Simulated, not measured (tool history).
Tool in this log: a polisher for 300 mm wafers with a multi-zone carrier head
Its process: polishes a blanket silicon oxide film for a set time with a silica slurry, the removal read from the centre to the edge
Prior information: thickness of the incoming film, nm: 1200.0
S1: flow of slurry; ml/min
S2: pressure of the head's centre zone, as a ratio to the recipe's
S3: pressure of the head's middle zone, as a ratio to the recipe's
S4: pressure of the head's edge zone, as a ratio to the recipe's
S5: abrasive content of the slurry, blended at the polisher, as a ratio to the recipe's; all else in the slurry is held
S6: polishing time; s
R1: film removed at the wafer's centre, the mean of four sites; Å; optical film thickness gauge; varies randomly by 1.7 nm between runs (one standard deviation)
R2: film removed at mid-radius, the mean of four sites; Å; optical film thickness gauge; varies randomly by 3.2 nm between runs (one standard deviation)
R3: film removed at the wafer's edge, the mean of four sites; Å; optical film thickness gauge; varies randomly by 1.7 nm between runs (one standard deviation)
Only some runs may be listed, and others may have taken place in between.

run	hour	S1	S2	S3	S4	S5	S6	R1	R2	R3
1	0.0	200	1.00	1.00	1.00	1.00	53	1598.1	1637.4	1489.8
2	2.7	205	1.00	1.01	1.02	1.05	53	1657.3	1684.0	1550.8
3	9.3	210	0.99	1.03	1.04	1.10	53	1685.8	1769.7	1615.6
4	18.2	215	0.99	1.04	1.06	1.15	53	1723.4	1799.0	1653.1
5	23.4	215	0.98	1.05	1.07	1.20	54	1784.6	1922.1	1740.8
6	28.2	215	1.04	1.05	1.07	1.20	54	1916.3	1916.9	1736.2
7	29.0	220	1.03	1.06	1.08	1.25	54	1915.1	1991.6	1785.1
8	33.6	225	1.02	1.07	1.09	1.30	54	1934.8	2060.2	1822.4

Expected results for the next run?
9	41.1	225	1.01	1.07	1.10	1.35	54	?	?	?

{"run 9": {"R1": 1958.1, "R2": 2042.5, "R3": 1844.0}}
